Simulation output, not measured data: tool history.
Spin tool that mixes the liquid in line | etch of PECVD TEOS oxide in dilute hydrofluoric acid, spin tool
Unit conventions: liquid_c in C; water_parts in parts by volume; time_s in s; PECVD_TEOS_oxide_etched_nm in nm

{"run": 1, "hour": 0.0, "liquid_c": 20.0, "water_parts": 55, "time_s": 105, "PECVD_TEOS_oxide_etched_nm": 24.242}
{"run": 2, "hour": 8.4, "liquid_c": 21.5, "water_parts": 50, "time_s": 105, "PECVD_TEOS_oxide_etched_nm": 28.66}
{"run": 3, "hour": 15.1, "liquid_c": 21.5, "water_parts": 65, "time_s": 105, "PECVD_TEOS_oxide_etched_nm": 21.709}
{"run": 4, "hour": 19.2, "liquid_c": 21.5, "water_parts": 65, "time_s": 115, "PECVD_TEOS_oxide_etched_nm": 23.896}
{"run": 5, "hour": 22.7, "liquid_c": 23.0, "water_parts": 60, "time_s": 115, "PECVD_TEOS_oxide_etched_nm": 27.625}
{"run": 6, "hour": 27.2, "liquid_c": 24.0, "water_parts": 55, "time_s": 115, "PECVD_TEOS_oxide_etched_nm": 31.584}
{"run": 7, "hour": 35.9, "liquid_c": 24.5, "water_parts": 50, "time_s": 115, "PECVD_TEOS_oxide_etched_nm": 36.033}

What will run 8 give?
{"run": 8, "hour": 40.7, "liquid_c": 25.0, "water_parts": 45, "time_s": 115, "PECVD_TEOS_oxide_etched_nm": "?"}

{"run 8": {"PECVD_TEOS_oxide_etched_nm": 41.223}}
